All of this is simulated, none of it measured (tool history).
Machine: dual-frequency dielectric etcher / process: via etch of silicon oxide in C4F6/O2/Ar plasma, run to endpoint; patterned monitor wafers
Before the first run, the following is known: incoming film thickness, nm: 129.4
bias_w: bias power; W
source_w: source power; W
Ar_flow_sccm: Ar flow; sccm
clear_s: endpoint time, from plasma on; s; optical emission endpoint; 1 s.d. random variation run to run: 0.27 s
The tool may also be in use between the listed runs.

run  hour  bias_w  source_w  Ar_flow_sccm  clear_s
  1     0     478       450           273   29.602
  2     3     457       440           275   30.312
  3   9.3     438       430           277   30.985
  4  10.7     482       430           277   29.906
  5  13.9     482       430           299   30.304
  6  20.9     482       390           299   31.363

For run 7, what comes out?
  7  29.6     466       380           300        ?

clear_s: 31.969 s
